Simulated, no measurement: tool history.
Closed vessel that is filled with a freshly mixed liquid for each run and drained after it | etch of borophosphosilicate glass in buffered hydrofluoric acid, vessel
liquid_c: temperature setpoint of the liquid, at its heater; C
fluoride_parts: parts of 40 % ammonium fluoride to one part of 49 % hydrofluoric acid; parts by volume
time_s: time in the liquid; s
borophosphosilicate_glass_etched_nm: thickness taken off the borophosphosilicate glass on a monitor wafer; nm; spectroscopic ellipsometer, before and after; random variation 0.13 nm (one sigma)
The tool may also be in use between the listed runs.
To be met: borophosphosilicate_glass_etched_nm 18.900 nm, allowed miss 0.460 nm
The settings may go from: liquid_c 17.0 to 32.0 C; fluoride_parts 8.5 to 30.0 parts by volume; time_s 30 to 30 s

run,hour,liquid_c,fluoride_parts,time_s,borophosphosilicate_glass_etched_nm
1,0.0,24.0,23.5,30,15.959
2,2.8,25.0,23.5,30,16.953
3,4.3,25.5,23.5,30,17.476
4,6.1,25.5,18.0,30,21.704
5,7.8,25.0,18.0,30,21.071
6,9.7,25.0,18.0,30,20.755
7,11.4,24.5,18.0,30,20.539
8,19.9,22.5,18.0,30,18.419

4 next moves are on the table. One of them brings every result within its allowed miss. Which?
A,28.4,20.0,16.0,30,?
B,28.4,19.0,14.5,30,?
C,28.4,19.0,15.0,30,?
D,28.4,18.0,14.5,30,?

move,borophosphosilicate_glass_etched_nm
A,17.941
B,18.706
C,18.090
D,17.689
A: further off than the last run
B: meets every target
C: further off than the last run
D: further off than the last run
Move B is the one to make.
